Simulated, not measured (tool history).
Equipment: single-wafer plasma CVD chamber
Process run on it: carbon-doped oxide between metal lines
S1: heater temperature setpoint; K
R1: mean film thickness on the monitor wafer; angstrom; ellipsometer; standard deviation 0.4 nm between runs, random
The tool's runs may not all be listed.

run 1 hour=0 | S1=603.15 chamber_pressure_(Pa)=781 RF_power_(kW)=0.485 deposition_time_(s)=25.5 | R1=1415.5
run 2 hour=6.7 | S1=603.15 chamber_pressure_(Pa)=781 RF_power_(kW)=0.53 deposition_time_(s)=25.5 | R1=1487
run 3 hour=15.6 | S1=603.15 chamber_pressure_(Pa)=781 RF_power_(kW)=0.53 deposition_time_(s)=25.5 | R1=1503.4
run 4 hour=17.1 | S1=609.15 chamber_pressure_(Pa)=721 RF_power_(kW)=0.51 deposition_time_(s)=25.5 | R1=1406
run 5 hour=21.3 | S1=609.15 chamber_pressure_(Pa)=721 RF_power_(kW)=0.55 deposition_time_(s)=25.5 | R1=1471.6
run 6 hour=28.3 | S1=614.15 chamber_pressure_(Pa)=660 RF_power_(kW)=0.54 deposition_time_(s)=25.5 | R1=1400.5

Run 7, settings as shown, results not yet in. Your forecast:
run 7 hour=35.8 | S1=618.15 chamber_pressure_(Pa)=627 RF_power_(kW)=0.535 deposition_time_(s)=25.5 | R1=?

R1: 1362.9 angstrom

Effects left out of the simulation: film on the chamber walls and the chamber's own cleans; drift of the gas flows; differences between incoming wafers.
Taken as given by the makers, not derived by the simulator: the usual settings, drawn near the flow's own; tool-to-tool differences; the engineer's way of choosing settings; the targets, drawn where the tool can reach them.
